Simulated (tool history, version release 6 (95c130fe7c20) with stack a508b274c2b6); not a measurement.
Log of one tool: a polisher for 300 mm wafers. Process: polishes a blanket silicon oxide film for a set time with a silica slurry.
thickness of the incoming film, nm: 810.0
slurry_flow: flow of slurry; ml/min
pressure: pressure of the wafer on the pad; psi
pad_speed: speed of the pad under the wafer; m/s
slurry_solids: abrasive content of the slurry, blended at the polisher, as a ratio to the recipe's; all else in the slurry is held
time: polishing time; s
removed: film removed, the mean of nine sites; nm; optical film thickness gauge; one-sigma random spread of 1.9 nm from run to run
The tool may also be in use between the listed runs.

run,hour,slurry_flow,pressure,pad_speed,slurry_solids,time,removed
1,0.0,195,4.6,1.38,1.0,26,107.93
2,3.3,195,4.8,1.38,1.0,26,114.15
3,5.7,195,5.0,1.38,1.0,26,117.49
4,13.9,195,5.2,1.38,1.0,26,123.52
5,20.5,195,5.3,1.38,1.0,26,124.99
6,22.8,195,5.4,1.38,1.0,26,128.25
7,24.8,195,5.5,1.38,1.0,26,129.74
8,29.8,195,5.6,1.38,1.0,26,135.68
9,37.1,195,5.7,1.38,1.0,26,135.27

Expected results for the next run?
10,38.2,195,5.8,1.38,1.0,26,?

removed: 135.56 nm
